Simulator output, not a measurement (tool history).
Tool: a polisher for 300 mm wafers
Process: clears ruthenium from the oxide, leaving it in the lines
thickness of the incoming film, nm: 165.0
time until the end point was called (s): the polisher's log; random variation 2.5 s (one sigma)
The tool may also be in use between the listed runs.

run,hour,flow of slurry (ml/min),pressure of the wafer on the pad (kPa),speed of the pad under the wafer (cm/s),overpolish time after the end point (s),time until the end point was called (s)
1,0.0,260,17.2,90,42,129.50
2,5.6,210,17.2,90,42,132.82
3,11.5,210,15.9,90,42,142.43
4,15.2,265,15.9,90,42,142.57
5,18.2,265,15.9,90,45,138.04
6,19.3,265,17.9,90,45,121.61
7,27.3,265,15.9,90,45,144.70
8,29.5,265,14.5,90,45,156.65

The next listed run, before its measurement:
9,33.9,265,13.8,90,45,?

Run 9 gave time until the end point was called (s) 161.89.

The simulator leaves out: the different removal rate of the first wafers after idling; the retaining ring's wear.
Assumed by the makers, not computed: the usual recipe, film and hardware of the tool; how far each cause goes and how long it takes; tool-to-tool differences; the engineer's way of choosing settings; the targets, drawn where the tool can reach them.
